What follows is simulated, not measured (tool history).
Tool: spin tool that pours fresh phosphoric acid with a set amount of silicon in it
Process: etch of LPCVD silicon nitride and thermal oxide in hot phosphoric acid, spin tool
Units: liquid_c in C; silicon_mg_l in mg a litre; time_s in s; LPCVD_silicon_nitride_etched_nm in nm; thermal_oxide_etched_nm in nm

run  hour  liquid_c  silicon_mg_l  time_s  LPCVD_silicon_nitride_etched_nm  thermal_oxide_etched_nm
  1   0.0     161.0          14.0     180                           18.286                  0.35787
  2   8.3     160.0          14.0     180                           17.602                  0.44424
  3  12.5     160.0          17.5     180                           17.674                  0.35990
  4  14.6     160.0          20.5     180                           17.499                  0.33002
  5  15.9     160.0          18.5     190                           18.630                  0.36687
  6  22.2     160.0          16.5     200                           19.751                  0.48186
  7  30.6     160.5          15.5     205                           20.076                  0.41982
  8  34.7     158.0           8.0     295                           27.247                  0.65044
  9  42.6     158.5           7.0     295                           27.840                  0.66455
 10  43.8     159.0           6.5     295                           28.048                  0.69704

Forecast run 11:
 11  45.1     159.5           6.0     295                                ?                        ?

{"run 11": {"LPCVD_silicon_nitride_etched_nm": 28.489, "thermal_oxide_etched_nm": 0.73991}}
